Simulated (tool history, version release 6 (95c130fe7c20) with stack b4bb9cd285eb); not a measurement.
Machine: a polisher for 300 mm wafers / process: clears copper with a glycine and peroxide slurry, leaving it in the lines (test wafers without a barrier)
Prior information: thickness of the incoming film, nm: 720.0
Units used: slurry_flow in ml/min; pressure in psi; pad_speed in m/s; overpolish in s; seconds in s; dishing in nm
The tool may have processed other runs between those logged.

run 1 hour=0 | slurry_flow=190 pressure=3 pad_speed=1.06 overpolish=30 | seconds=110.96 dishing=70.245
run 2 hour=3.3 | slurry_flow=190 pressure=3 pad_speed=1.22 overpolish=30 | seconds=99.256 dishing=72.643
run 3 hour=7.4 | slurry_flow=190 pressure=3 pad_speed=1.12 overpolish=30 | seconds=108.62 dishing=70.229
run 4 hour=11.2 | slurry_flow=185 pressure=2.9 pad_speed=1.12 overpolish=27 | seconds=110.67 dishing=67.175
run 5 hour=12.7 | slurry_flow=180 pressure=2.8 pad_speed=1.12 overpolish=25 | seconds=112.91 dishing=66.813
run 6 hour=13.7 | slurry_flow=205 pressure=2.8 pad_speed=1.12 overpolish=25 | seconds=112.49 dishing=66.519
run 7 hour=14.6 | slurry_flow=255 pressure=2 pad_speed=1.22 overpolish=11 | seconds=130.63 dishing=36.524
run 8 hour=16 | slurry_flow=245 pressure=2 pad_speed=1.22 overpolish=12 | seconds=130.39 dishing=39
run 9 hour=20.7 | slurry_flow=240 pressure=2 pad_speed=1.22 overpolish=13 | seconds=132.9 dishing=41.134
run 10 hour=25.7 | slurry_flow=190 pressure=1.7 pad_speed=1.22 overpolish=24 | seconds=152.13 dishing=56.693
run 11 hour=31.8 | slurry_flow=195 pressure=1.7 pad_speed=1.22 overpolish=23 | seconds=153.12 dishing=56.423
-- hour=40.1 worn pad replaced by a new one
run 12 hour=40.1 | slurry_flow=200 pressure=1.7 pad_speed=1.22 overpolish=23 | seconds=141.24 dishing=57.528
run 13 hour=45.8 | slurry_flow=205 pressure=1.7 pad_speed=1.22 overpolish=22 | seconds=140.36 dishing=56.384
run 14 hour=54.1 | slurry_flow=205 pressure=1.7 pad_speed=1.22 overpolish=21 | seconds=142.1 dishing=53.961
run 15 hour=63 | slurry_flow=195 pressure=1.5 pad_speed=1.22 overpolish=9 | seconds=154.92 dishing=28.383

Run 16 has not been measured yet. What should we expect?
run 16 hour=67.4 | slurry_flow=200 pressure=1.5 pad_speed=1.22 overpolish=10 | seconds=? dishing=?

{"run 16": {"seconds": 156.41, "dishing": 29.816}}
